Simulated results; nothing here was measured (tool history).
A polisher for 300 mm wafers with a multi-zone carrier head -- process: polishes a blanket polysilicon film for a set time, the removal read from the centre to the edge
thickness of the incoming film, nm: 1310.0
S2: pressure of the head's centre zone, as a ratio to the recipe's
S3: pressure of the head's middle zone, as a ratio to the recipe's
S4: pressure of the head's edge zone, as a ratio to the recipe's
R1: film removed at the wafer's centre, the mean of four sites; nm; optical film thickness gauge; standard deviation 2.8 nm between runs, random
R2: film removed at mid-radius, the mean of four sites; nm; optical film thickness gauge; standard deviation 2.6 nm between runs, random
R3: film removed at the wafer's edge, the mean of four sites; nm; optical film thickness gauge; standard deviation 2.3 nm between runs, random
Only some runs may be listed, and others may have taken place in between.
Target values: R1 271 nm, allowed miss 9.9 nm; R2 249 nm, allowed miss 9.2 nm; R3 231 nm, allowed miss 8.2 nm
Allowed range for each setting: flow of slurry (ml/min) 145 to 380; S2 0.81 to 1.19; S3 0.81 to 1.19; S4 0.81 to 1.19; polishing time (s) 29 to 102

run 1 hour=0 | flow_of_slurry_(ml/min)=245 S2=1 S3=1 S4=1 polishing_time_(s)=65 | R1=406.69 R2=383.97 R3=383.08
run 2 hour=8.4 | flow_of_slurry_(ml/min)=245 S2=1 S3=1 S4=1 polishing_time_(s)=80 | R1=483.43 R2=477.39 R3=466.7
run 3 hour=15.2 | flow_of_slurry_(ml/min)=245 S2=1 S3=1 S4=0.98 polishing_time_(s)=74 | R1=448.94 R2=444.62 R3=427.93
run 4 hour=21.2 | flow_of_slurry_(ml/min)=245 S2=1 S3=1 S4=0.96 polishing_time_(s)=69 | R1=423.78 R2=412.84 R3=393.04
run 5 hour=29.7 | flow_of_slurry_(ml/min)=245 S2=1 S3=0.99 S4=0.94 polishing_time_(s)=65 | R1=405.96 R2=387.42 R3=366.56
run 6 hour=33 | flow_of_slurry_(ml/min)=245 S2=1 S3=0.99 S4=1 polishing_time_(s)=65 | R1=403.94 R2=384.91 R3=378.83
run 7 hour=38.7 | flow_of_slurry_(ml/min)=245 S2=0.99 S3=0.98 S4=0.98 polishing_time_(s)=61 | R1=370.78 R2=357.61 R3=345.54
run 8 hour=39.6 | flow_of_slurry_(ml/min)=245 S2=0.99 S3=0.98 S4=0.98 polishing_time_(s)=61 | R1=365.05 R2=362.53 R3=359.15
run 9 hour=47.2 | flow_of_slurry_(ml/min)=245 S2=1 S3=0.98 S4=0.96 polishing_time_(s)=57 | R1=355.05 R2=332.55 R3=331.7
run 10 hour=53.6 | flow_of_slurry_(ml/min)=245 S2=1 S3=0.99 S4=0.94 polishing_time_(s)=54 | R1=330.59 R2=319.23 R3=306.15
run 11 hour=59 | flow_of_slurry_(ml/min)=245 S2=1 S3=0.99 S4=0.93 polishing_time_(s)=52 | R1=320.57 R2=310.83 R3=289.46
run 12 hour=64.8 | flow_of_slurry_(ml/min)=240 S2=1 S3=0.98 S4=0.92 polishing_time_(s)=51 | R1=315.74 R2=301.09 R3=284.18
run 13 hour=65.8 | flow_of_slurry_(ml/min)=235 S2=1 S3=0.97 S4=0.91 polishing_time_(s)=50 | R1=302.86 R2=291.79 R3=275.58
run 14 hour=70.2 | flow_of_slurry_(ml/min)=230 S2=1.01 S3=0.96 S4=0.9 polishing_time_(s)=50 | R1=308.88 R2=288.43 R3=279.07

Exactly one of the 4 candidate moves below puts every result within its allowed miss. Which one?
run A hour=74.6 | flow_of_slurry_(ml/min)=245 S2=0.95 S3=0.98 S4=0.9 polishing_time_(s)=59 | R1=? R2=? R3=?
run B hour=74.6 | flow_of_slurry_(ml/min)=200 S2=1.15 S3=0.97 S4=0.82 polishing_time_(s)=42 | R1=? R2=? R3=?
run C hour=74.6 | flow_of_slurry_(ml/min)=235 S2=0.84 S3=1.1 S4=0.81 polishing_time_(s)=48 | R1=? R2=? R3=?
run D hour=74.6 | flow_of_slurry_(ml/min)=250 S2=1.01 S3=0.94 S4=0.81 polishing_time_(s)=44 | R1=? R2=? R3=?

move=A R1=337.56 R2=341.96 R3=327.33
move=B R1=281.75 R2=234.05 R3=218.61
move=C R1=241.28 R2=305.4 R3=252.58
move=D R1=268.47 R2=246.85 R3=233.44
A: misses by more than the last run did
B: the result that was furthest off in the last run now lies on the other side of its target
C: about the same distance from the targets as the last run
D: every result lands within tolerance
D meets every target.

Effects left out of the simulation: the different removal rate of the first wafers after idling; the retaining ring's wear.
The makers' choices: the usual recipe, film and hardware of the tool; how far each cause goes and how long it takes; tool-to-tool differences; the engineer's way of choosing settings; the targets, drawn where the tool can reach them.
